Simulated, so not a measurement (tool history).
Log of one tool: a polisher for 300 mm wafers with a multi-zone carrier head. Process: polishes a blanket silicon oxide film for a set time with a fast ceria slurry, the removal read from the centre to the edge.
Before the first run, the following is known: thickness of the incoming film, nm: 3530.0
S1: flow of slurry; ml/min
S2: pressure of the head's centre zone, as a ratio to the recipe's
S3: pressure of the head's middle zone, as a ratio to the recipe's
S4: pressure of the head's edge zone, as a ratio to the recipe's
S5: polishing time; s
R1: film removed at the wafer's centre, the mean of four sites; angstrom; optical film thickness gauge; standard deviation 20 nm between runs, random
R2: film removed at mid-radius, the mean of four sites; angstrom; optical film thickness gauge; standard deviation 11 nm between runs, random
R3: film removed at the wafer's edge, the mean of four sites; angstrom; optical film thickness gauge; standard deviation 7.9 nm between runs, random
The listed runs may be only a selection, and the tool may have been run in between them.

Run 1, hour 0.0: S1 125 ml/min, S2 1.00, S3 1.00, S4 1.00, S5 64 s. Result: R1 8149.3 angstrom, R2 8533.0 angstrom, R3 8309.9 angstrom.
Run 2, hour 7.9: S1 155 ml/min, S2 1.00, S3 1.00, S4 1.00, S5 64 s. Result: R1 8541.6 angstrom, R2 8704.9 angstrom, R3 8527.8 angstrom.
Run 3, hour 9.2: S1 160 ml/min, S2 1.03, S3 1.04, S4 1.01, S5 69 s. Result: R1 9473.4 angstrom, R2 9909.9 angstrom, R3 9238.3 angstrom.
Run 4, hour 10.4: S1 130 ml/min, S2 1.03, S3 1.04, S4 1.01, S5 69 s. Result: R1 9083.9 angstrom, R2 9478.0 angstrom, R3 9012.8 angstrom.
Run 5, hour 13.7: S1 140 ml/min, S2 1.07, S3 1.07, S4 1.02, S5 73 s. Result: R1 10089.0 angstrom, R2 10305.0 angstrom, R3 9635.4 angstrom.
Run 6, hour 18.4: S1 150 ml/min, S2 1.09, S3 1.10, S4 1.02, S5 76 s. Result: R1 10568.0 angstrom, R2 11228.0 angstrom, R3 10174.0 angstrom.
Run 7, hour 22.2: S1 160 ml/min, S2 1.11, S3 1.10, S4 1.00, S5 79 s. Result: R1 11549.0 angstrom, R2 11923.0 angstrom, R3 10527.0 angstrom.

Run 8 has not been measured yet. What should we expect?
Run 8, hour 30.1: S1 165 ml/min, S2 1.13, S3 1.11, S4 1.01, S5 81 s. Result: R1 ?, R2 ?, R3 ?.

Run 8 came out at R1 12324.0 angstrom, R2 12111.0 angstrom, R3 10808.0 angstrom.
